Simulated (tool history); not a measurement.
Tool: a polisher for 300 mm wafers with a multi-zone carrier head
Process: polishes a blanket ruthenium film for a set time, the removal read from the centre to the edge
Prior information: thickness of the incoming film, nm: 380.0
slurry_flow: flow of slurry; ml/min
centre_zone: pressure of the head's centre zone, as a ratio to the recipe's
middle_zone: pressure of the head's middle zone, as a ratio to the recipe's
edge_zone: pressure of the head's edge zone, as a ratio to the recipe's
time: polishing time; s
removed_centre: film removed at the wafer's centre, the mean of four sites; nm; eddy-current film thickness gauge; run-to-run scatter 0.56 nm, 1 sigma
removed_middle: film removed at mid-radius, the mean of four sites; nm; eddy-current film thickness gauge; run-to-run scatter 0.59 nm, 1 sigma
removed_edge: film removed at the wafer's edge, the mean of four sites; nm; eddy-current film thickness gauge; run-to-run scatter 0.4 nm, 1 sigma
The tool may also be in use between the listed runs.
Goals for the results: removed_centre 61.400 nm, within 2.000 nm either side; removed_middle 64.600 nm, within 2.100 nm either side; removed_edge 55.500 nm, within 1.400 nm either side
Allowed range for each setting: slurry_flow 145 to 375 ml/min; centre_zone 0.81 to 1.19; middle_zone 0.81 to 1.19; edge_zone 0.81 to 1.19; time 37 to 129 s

run	hour	slurry_flow	centre_zone	middle_zone	edge_zone	time	removed_centre	removed_middle	removed_edge
1	0.0	240	1.00	1.00	1.00	83	110.700	116.000	109.750
2	2.6	215	1.00	1.00	1.00	83	109.260	113.100	108.720
3	10.5	215	1.00	1.03	1.00	83	108.660	118.490	108.650
4	16.2	195	1.00	1.03	1.00	83	108.510	117.340	106.940
5	19.8	195	1.06	1.03	1.00	83	114.630	117.380	107.820
6	27.7	180	1.04	1.02	0.94	67	89.362	90.964	83.774
7	31.5	175	1.04	1.03	0.90	58	77.771	78.661	70.480
8	32.5	180	1.02	1.03	0.88	53	69.942	73.453	63.842
9	41.1	185	1.01	1.02	0.86	51	65.594	72.079	61.741
10	45.4	180	1.02	1.01	0.84	49	64.018	68.501	57.745
11	46.4	175	1.02	0.99	0.83	49	64.293	65.574	57.793
12	55.1	165	1.00	1.01	0.81	46	59.207	62.224	53.433

4 next moves are on the table. One of them brings every result within its allowed miss. Which?
A	63.8	215	1.00	1.09	0.81	47	?	?	?
B	63.8	160	1.02	1.01	0.81	48	?	?	?
C	63.8	160	1.00	1.00	0.87	48	?	?	?
D	63.8	230	0.97	1.08	0.87	48	?	?	?

move	removed_centre	removed_middle	removed_edge
A	61.601	70.916	55.779
B	62.208	66.041	55.885
C	60.974	65.490	57.692
D	61.408	72.287	59.068
A: meets the target for the result that was furthest off, but another lies outside its allowed miss
B: in spec on every target
C: takes the result that was furthest off past its target
D: takes the result that was furthest off past its target
Go with B: it meets all targets.

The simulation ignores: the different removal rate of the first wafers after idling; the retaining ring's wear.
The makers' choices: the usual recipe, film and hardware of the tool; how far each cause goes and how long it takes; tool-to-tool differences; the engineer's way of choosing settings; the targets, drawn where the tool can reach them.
